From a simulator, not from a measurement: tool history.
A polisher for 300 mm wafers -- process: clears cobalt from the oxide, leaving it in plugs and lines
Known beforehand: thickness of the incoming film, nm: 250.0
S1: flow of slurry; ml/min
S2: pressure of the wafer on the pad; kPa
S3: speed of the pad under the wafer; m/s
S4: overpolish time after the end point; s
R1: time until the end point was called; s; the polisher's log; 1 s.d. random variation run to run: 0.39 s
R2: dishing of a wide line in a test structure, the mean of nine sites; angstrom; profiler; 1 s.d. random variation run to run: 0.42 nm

run,hour,S1,S2,S3,S4,R1,R2
1,0.0,210,13.8,1.26,12,47.126,300.78
2,8.0,210,13.8,1.10,12,55.769,296.95
3,11.0,210,13.8,1.10,7,54.291,225.31
4,17.9,210,13.8,0.96,7,63.173,212.49
5,21.4,245,13.8,0.96,7,60.774,208.62
6,22.0,210,13.8,0.96,7,62.816,207.76

What does the tool deliver on the next run?
7,25.5,210,17.9,1.18,13,?,?

Run 7 measured R1 40.314 s, R2 336.84 angstrom.

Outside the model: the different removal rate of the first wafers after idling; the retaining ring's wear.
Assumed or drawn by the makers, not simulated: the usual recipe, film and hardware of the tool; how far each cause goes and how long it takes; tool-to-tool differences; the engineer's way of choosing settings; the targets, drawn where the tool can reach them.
